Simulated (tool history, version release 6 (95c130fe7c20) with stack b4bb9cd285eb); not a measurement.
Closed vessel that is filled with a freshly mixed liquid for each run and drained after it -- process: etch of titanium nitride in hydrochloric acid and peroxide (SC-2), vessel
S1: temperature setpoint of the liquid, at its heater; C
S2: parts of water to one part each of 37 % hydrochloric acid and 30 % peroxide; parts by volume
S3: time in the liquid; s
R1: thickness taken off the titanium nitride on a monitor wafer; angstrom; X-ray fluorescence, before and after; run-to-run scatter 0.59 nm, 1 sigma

{"run": 1, "hour": 0.0, "S1": 45.0, "S2": 11.5, "S3": 1995, "R1": 367.56}
{"run": 2, "hour": 4.0, "S1": 47.5, "S2": 11.5, "S3": 1995, "R1": 436.26}
{"run": 3, "hour": 11.3, "S1": 42.5, "S2": 11.5, "S3": 1995, "R1": 314.03}
{"run": 4, "hour": 14.1, "S1": 42.5, "S2": 11.5, "S3": 1995, "R1": 308.48}
{"run": 5, "hour": 23.4, "S1": 46.0, "S2": 11.5, "S3": 1995, "R1": 389.96}
{"run": 6, "hour": 32.0, "S1": 42.5, "S2": 11.5, "S3": 1995, "R1": 308.72}

Estimate the outcome of run 7 from the log above:
{"run": 7, "hour": 35.2, "S1": 46.0, "S2": 11.5, "S3": 1995, "R1": "?"}

For run 7 the tool returned R1 391.15 angstrom.
